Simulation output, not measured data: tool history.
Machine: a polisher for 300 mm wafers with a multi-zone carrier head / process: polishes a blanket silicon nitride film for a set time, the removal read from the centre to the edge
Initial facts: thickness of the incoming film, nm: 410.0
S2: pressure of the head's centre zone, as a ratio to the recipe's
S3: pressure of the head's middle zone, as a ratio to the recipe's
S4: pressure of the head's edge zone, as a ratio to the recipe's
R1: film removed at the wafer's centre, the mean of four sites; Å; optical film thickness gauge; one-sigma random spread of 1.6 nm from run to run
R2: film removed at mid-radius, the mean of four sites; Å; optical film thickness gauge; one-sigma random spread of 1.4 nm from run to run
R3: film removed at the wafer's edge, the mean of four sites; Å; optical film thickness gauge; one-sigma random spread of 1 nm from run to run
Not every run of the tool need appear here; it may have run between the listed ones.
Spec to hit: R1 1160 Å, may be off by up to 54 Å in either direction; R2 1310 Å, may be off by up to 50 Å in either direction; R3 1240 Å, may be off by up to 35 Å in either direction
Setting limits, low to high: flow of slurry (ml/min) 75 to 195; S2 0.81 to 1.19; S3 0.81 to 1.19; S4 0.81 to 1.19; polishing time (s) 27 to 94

{"run": 1, "hour": 0.0, "flow of slurry (ml/min)": 125, "S2": 1, "S3": 1, "S4": 1, "polishing time (s)": 60, "R1": 901.85, "R2": 928.4, "R3": 920.6}
{"run": 2, "hour": 1.1, "flow of slurry (ml/min)": 145, "S2": 1, "S3": 1, "S4": 1, "polishing time (s)": 60, "R1": 970.63, "R2": 938.51, "R3": 920.52}
{"run": 3, "hour": 7.2, "flow of slurry (ml/min)": 120, "S2": 1, "S3": 1, "S4": 1, "polishing time (s)": 60, "R1": 889.38, "R2": 900.53, "R3": 899.05}
{"run": 4, "hour": 15.2, "flow of slurry (ml/min)": 125, "S2": 0.99, "S3": 1.01, "S4": 1.02, "polishing time (s)": 62, "R1": 932.3, "R2": 972.99, "R3": 936.48}
{"run": 5, "hour": 17.8, "flow of slurry (ml/min)": 125, "S2": 0.99, "S3": 1.05, "S4": 1.02, "polishing time (s)": 62, "R1": 938.11, "R2": 1002.9, "R3": 944.41}
{"run": 6, "hour": 21.6, "flow of slurry (ml/min)": 125, "S2": 0.98, "S3": 1.05, "S4": 1.03, "polishing time (s)": 64, "R1": 974.11, "R2": 993, "R3": 976.46}
{"run": 7, "hour": 29.9, "flow of slurry (ml/min)": 120, "S2": 0.97, "S3": 1.06, "S4": 1.02, "polishing time (s)": 66, "R1": 968.87, "R2": 1037.7, "R3": 990.51}
{"run": 8, "hour": 36.1, "flow of slurry (ml/min)": 120, "S2": 0.96, "S3": 1.07, "S4": 1.03, "polishing time (s)": 67, "R1": 990.06, "R2": 1075, "R3": 1010.1}
{"run": 9, "hour": 41.7, "flow of slurry (ml/min)": 120, "S2": 0.95, "S3": 1.07, "S4": 1.04, "polishing time (s)": 68, "R1": 970.83, "R2": 1094.7, "R3": 1024.8}
{"run": 10, "hour": 48.8, "flow of slurry (ml/min)": 120, "S2": 0.95, "S3": 1.07, "S4": 1.04, "polishing time (s)": 68, "R1": 988.2, "R2": 1084.6, "R3": 1027}

Which of these 5 next moves meets every target?
{"run": "A", "hour": 55.9, "flow of slurry (ml/min)": 195, "S2": 1.19, "S3": 0.9, "S4": 1.07, "polishing time (s)": 56, "R1": "?", "R2": "?", "R3": "?"}
{"run": "B", "hour": 55.9, "flow of slurry (ml/min)": 125, "S2": 0.94, "S3": 1.02, "S4": 1.07, "polishing time (s)": 76, "R1": "?", "R2": "?", "R3": "?"}
{"run": "C", "hour": 55.9, "flow of slurry (ml/min)": 105, "S2": 0.91, "S3": 1.04, "S4": 1.11, "polishing time (s)": 86, "R1": "?", "R2": "?", "R3": "?"}
{"run": "D", "hour": 55.9, "flow of slurry (ml/min)": 155, "S2": 1, "S3": 1.13, "S4": 1.04, "polishing time (s)": 79, "R1": "?", "R2": "?", "R3": "?"}
{"run": "E", "hour": 55.9, "flow of slurry (ml/min)": 125, "S2": 0.93, "S3": 1.07, "S4": 1.04, "polishing time (s)": 81, "R1": "?", "R2": "?", "R3": "?"}

move=A R1=1133.8 R2=838.77 R3=914.21
move=B R1=1111.6 R2=1170.5 R3=1171
move=C R1=1163.6 R2=1294.2 R3=1309.8
move=D R1=1290.3 R2=1383.9 R3=1236.6
move=E R1=1172.5 R2=1299.4 R3=1231.9
A: its largest miss is bigger than the last run's
B: nearer than the last run, and not there yet
C: moves the result that the last run missed by most past its target, out the other side
D: the worst result of the last run now meets its target, but another is out of spec
E: in spec on every target
E meets every target.
